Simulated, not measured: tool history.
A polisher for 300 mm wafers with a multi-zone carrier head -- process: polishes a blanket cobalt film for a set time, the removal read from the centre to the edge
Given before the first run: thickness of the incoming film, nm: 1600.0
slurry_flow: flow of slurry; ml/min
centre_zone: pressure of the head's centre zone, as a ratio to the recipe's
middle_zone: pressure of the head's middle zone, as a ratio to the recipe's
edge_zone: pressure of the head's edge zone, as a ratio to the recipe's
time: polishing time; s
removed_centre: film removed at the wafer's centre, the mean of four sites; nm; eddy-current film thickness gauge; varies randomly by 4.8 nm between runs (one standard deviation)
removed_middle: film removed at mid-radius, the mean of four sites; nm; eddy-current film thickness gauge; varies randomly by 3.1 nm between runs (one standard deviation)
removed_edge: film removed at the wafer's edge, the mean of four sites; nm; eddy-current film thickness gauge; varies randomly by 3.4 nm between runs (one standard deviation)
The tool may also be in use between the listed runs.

{"run": 1, "day": 0.0, "slurry_flow": 315, "centre_zone": 1.0, "middle_zone": 1.0, "edge_zone": 1.0, "time": 89, "removed_centre": 352.08, "removed_middle": 345.98, "removed_edge": 349.54}
{"run": 2, "day": 0.171, "slurry_flow": 315, "centre_zone": 1.0, "middle_zone": 1.04, "edge_zone": 1.0, "time": 89, "removed_centre": 345.53, "removed_middle": 357.9, "removed_edge": 346.23}
{"run": 3, "day": 0.5, "slurry_flow": 315, "centre_zone": 1.05, "middle_zone": 1.04, "edge_zone": 1.0, "time": 89, "removed_centre": 363.02, "removed_middle": 356.59, "removed_edge": 342.51}
{"run": 4, "day": 0.596, "slurry_flow": 315, "centre_zone": 1.05, "middle_zone": 1.04, "edge_zone": 1.0, "time": 76, "removed_centre": 316.83, "removed_middle": 304.1, "removed_edge": 295.64}
{"run": 5, "day": 0.688, "slurry_flow": 255, "centre_zone": 1.05, "middle_zone": 1.04, "edge_zone": 1.0, "time": 76, "removed_centre": 313.17, "removed_middle": 298.46, "removed_edge": 291.01}
{"run": 6, "day": 0.792, "slurry_flow": 255, "centre_zone": 1.05, "middle_zone": 1.1, "edge_zone": 1.0, "time": 76, "removed_centre": 304.18, "removed_middle": 315.33, "removed_edge": 289.54}

Expected results for the next run?
{"run": 7, "day": 1.017, "slurry_flow": 330, "centre_zone": 1.15, "middle_zone": 1.06, "edge_zone": 1.09, "time": 99, "removed_centre": "?", "removed_middle": "?", "removed_edge": "?"}

{"run 7": {"removed_centre": 447.27, "removed_middle": 406.28, "removed_edge": 402.82}}
